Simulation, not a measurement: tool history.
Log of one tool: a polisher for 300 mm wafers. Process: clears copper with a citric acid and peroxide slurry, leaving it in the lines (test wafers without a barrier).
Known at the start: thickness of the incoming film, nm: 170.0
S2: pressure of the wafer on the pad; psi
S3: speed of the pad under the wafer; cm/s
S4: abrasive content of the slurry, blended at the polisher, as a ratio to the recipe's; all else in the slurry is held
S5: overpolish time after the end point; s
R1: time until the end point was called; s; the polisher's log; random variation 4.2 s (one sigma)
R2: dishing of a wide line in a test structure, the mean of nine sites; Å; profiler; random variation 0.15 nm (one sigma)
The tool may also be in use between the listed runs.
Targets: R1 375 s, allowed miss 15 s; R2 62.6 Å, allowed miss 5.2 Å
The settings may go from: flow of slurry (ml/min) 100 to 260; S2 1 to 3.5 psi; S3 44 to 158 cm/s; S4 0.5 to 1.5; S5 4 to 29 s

{"run": 1, "hour": 0.0, "flow of slurry (ml/min)": 165, "S2": 2.2, "S3": 100, "S4": 1, "S5": 15, "R1": 104.68, "R2": 176.56}
{"run": 2, "hour": 2.4, "flow of slurry (ml/min)": 195, "S2": 2.2, "S3": 100, "S4": 1, "S5": 15, "R1": 105.26, "R2": 173.98}
{"run": 3, "hour": 3.2, "flow of slurry (ml/min)": 195, "S2": 2.2, "S3": 100, "S4": 1, "S5": 18, "R1": 103.84, "R2": 216}
{"run": 4, "hour": 8.4, "flow of slurry (ml/min)": 170, "S2": 1.9, "S3": 84, "S4": 0.85, "S5": 17, "R1": 147.03, "R2": 144.07}
{"run": 5, "hour": 16.8, "flow of slurry (ml/min)": 170, "S2": 1.9, "S3": 104, "S4": 0.85, "S5": 17, "R1": 119.86, "R2": 175.16}
{"run": 6, "hour": 18.3, "flow of slurry (ml/min)": 170, "S2": 1.9, "S3": 104, "S4": 0.85, "S5": 23, "R1": 119.46, "R2": 221.91}
{"run": 7, "hour": 19.7, "flow of slurry (ml/min)": 170, "S2": 1.9, "S3": 104, "S4": 0.85, "S5": 23, "R1": 121.14, "R2": 212.91}
{"run": 8, "hour": 26.0, "flow of slurry (ml/min)": 170, "S2": 1.9, "S3": 104, "S4": 0.85, "S5": 23, "R1": 120.64, "R2": 230.26}
{"hour": 28.1, "done": "slurry blender recalibrated"}
{"run": 9, "hour": 28.1, "flow of slurry (ml/min)": 170, "S2": 1.9, "S3": 104, "S4": 0.85, "S5": 23, "R1": 111, "R2": 234.02}
{"run": 10, "hour": 33.2, "flow of slurry (ml/min)": 170, "S2": 1.7, "S3": 88, "S4": 0.75, "S5": 21, "R1": 151.25, "R2": 174.15}
{"run": 11, "hour": 42.0, "flow of slurry (ml/min)": 150, "S2": 1.5, "S3": 76, "S4": 0.7, "S5": 19, "R1": 199.19, "R2": 117.51}
{"run": 12, "hour": 43.2, "flow of slurry (ml/min)": 140, "S2": 1.4, "S3": 68, "S4": 0.65, "S5": 19, "R1": 244.37, "R2": 98.263}

5 next moves are on the table. One of them brings every result within its allowed miss. Which?
{"run": "A", "hour": 44.4, "flow of slurry (ml/min)": 120, "S2": 1.4, "S3": 46, "S4": 0.6, "S5": 29, "R1": "?", "R2": "?"}
{"run": "B", "hour": 44.4, "flow of slurry (ml/min)": 135, "S2": 1.1, "S3": 70, "S4": 0.6, "S5": 17, "R1": "?", "R2": "?"}
{"run": "C", "hour": 44.4, "flow of slurry (ml/min)": 105, "S2": 1.1, "S3": 58, "S4": 0.65, "S5": 14, "R1": "?", "R2": "?"}
{"run": "D", "hour": 44.4, "flow of slurry (ml/min)": 145, "S2": 1.3, "S3": 46, "S4": 0.6, "S5": 18, "R1": "?", "R2": "?"}
{"run": "E", "hour": 44.4, "flow of slurry (ml/min)": 215, "S2": 1.8, "S3": 64, "S4": 0.65, "S5": 26, "R1": "?", "R2": "?"}

move=A R1=356.11 R2=103.99
move=B R1=301.85 R2=73.023
move=C R1=365.9 R2=50.446
move=D R1=369.34 R2=63.845
move=E R1=191.89 R2=166.61
A: nearer than the last run, and not there yet
B: nearer than the last run, and not there yet
C: brings the result that was furthest off to its target, and leaves another outside
D: meets every target
E: further off than the last run
Move D is the one to make.
